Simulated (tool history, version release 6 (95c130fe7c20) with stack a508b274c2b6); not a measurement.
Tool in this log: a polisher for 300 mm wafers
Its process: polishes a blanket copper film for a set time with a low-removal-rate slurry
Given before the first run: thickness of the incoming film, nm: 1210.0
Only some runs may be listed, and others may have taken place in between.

run  hour  flow of slurry (ml/min)  pressure of the wafer on the pad (psi)  speed of the pad under the wafer (cm/s)  abrasive content of the slurry  polishing time (s)  film removed (nm)
  1   0.0                      155                                     3.4                                      126                            1.00                  38             150.88
  2   1.0                      155                                     3.4                                      126                            1.00                  34             137.30
  3   6.0                      155                                     3.4                                      126                            0.85                  34             129.34
  4   6.6                      160                                     3.6                                      126                            0.85                  34             136.93
  5  11.7                      160                                     3.8                                      126                            0.85                  34             145.68
  6  20.6                      160                                     3.8                                      126                            0.85                  34             147.39
  7  24.1                      165                                     3.9                                      126                            0.85                  34             149.87

Run 8, settings as shown, results not yet in. Your forecast:
  8  28.1                      165                                     4.0                                      126                            0.85                  34                  ?

For run 8 the tool returned film removed (nm) 153.16.

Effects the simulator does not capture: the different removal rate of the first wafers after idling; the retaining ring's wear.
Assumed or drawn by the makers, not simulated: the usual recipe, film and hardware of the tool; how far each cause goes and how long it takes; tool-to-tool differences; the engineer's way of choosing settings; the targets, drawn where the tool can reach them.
